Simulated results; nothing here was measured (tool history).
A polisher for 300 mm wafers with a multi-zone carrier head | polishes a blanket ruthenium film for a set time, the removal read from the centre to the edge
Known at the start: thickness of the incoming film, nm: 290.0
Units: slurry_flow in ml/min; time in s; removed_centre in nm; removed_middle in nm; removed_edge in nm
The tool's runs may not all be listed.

Run 1, hour 0: slurry_flow 190 ml/min, centre_zone 1, middle_zone 1, edge_zone 1, time 34 s. Result: removed_centre 28.357 nm, removed_middle 28.595 nm, removed_edge 29.719 nm.
Run 2, hour 6.2: slurry_flow 190 ml/min, centre_zone 1.01, middle_zone 0.98, edge_zone 0.97, time 32 s. Result: removed_centre 26.884 nm, removed_middle 26.439 nm, removed_edge 27.237 nm.
Run 3, hour 7.9: slurry_flow 190 ml/min, centre_zone 1.01, middle_zone 0.98, edge_zone 0.9, time 32 s. Result: removed_centre 27.1 nm, removed_middle 26.742 nm, removed_edge 26.177 nm.
Run 4, hour 15.2: slurry_flow 190 ml/min, centre_zone 1.01, middle_zone 0.98, edge_zone 0.95, time 32 s. Result: removed_centre 26.878 nm, removed_middle 26.591 nm, removed_edge 26.513 nm.
Run 5, hour 17.9: slurry_flow 150 ml/min, centre_zone 1.01, middle_zone 0.98, edge_zone 0.95, time 32 s. Result: removed_centre 25.967 nm, removed_middle 25.522 nm, removed_edge 25.968 nm.
Run 6, hour 23.4: slurry_flow 150 ml/min, centre_zone 1.01, middle_zone 0.98, edge_zone 0.95, time 40 s. Result: removed_centre 32.198 nm, removed_middle 32.277 nm, removed_edge 33.059 nm.
Run 7, hour 27.9: slurry_flow 150 ml/min, centre_zone 1.01, middle_zone 0.96, edge_zone 0.93, time 37 s. Result: removed_centre 30.088 nm, removed_middle 29.096 nm, removed_edge 29.885 nm.
Run 8, hour 29.7: slurry_flow 145 ml/min, centre_zone 1, middle_zone 0.94, edge_zone 0.91, time 35 s. Result: removed_centre 27.678 nm, removed_middle 27.114 nm, removed_edge 27.64 nm.
Run 9, hour 38.4: slurry_flow 145 ml/min, centre_zone 1, middle_zone 0.92, edge_zone 0.9, time 33 s. Result: removed_centre 26.122 nm, removed_middle 24.877 nm, removed_edge 25.883 nm.
Run 10, hour 45.6: slurry_flow 160 ml/min, centre_zone 1.01, middle_zone 0.9, edge_zone 0.81, time 23 s. Result: removed_centre 18.647 nm, removed_middle 17.42 nm, removed_edge 17.736 nm.

The next listed run, before its measurement:
Run 11, hour 50.8: slurry_flow 175 ml/min, centre_zone 1.02, middle_zone 0.9, edge_zone 0.82, time 23 s. Result: removed_centre ?, removed_middle ?, removed_edge ?.

removed_centre: 19.184 nm
removed_middle: 17.344 nm
removed_edge: 18.264 nm

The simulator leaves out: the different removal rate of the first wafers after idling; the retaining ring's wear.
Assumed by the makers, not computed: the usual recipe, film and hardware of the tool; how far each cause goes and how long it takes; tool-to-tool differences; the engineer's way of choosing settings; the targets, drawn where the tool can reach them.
